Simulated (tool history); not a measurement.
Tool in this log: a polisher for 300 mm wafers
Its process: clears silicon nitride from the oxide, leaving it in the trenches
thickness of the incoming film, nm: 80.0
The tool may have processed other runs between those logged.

run    day  flow of slurry (ml/min)  pressure of the wafer on the pad (psi)  speed of the pad under the wafer (cm/s)  overpolish time after the end point (s)  time until the end point was called (s)
  1      0                      175                                     2.8                                      120                                       13                                   88.036
  2  0.033                      150                                     2.8                                      120                                       13                                   89.837
  3  0.354                      150                                     3.4                                      120                                       13                                   79.465
  4  0.421                      180                                     3.4                                      120                                       13                                   76.209
  5   0.55                      180                                     3.1                                      118                                       13                                   84.296
  6  0.838                      180                                     2.9                                      116                                       13                                   88.854
  7  0.992                      180                                     2.7                                      114                                       13                                   95.489
  8  1.333                      180                                     2.5                                      114                                       13                                   98.336
  9  1.412                      180                                     2.3                                      112                                       13                                   105.89
 10  1.521                      180                                     2.2                                      112                                       13                                   107.76
 11  1.683                      180                                     2.1                                      110                                       13                                   114.32
 12  1.746                      180                                       2                                      110                                       13                                   120.23

Run 13 is up next; what results do you expect?
 13  1.879                      180                                     1.9                                      110                                       13                                        ?

time until the end point was called (s): 122.11
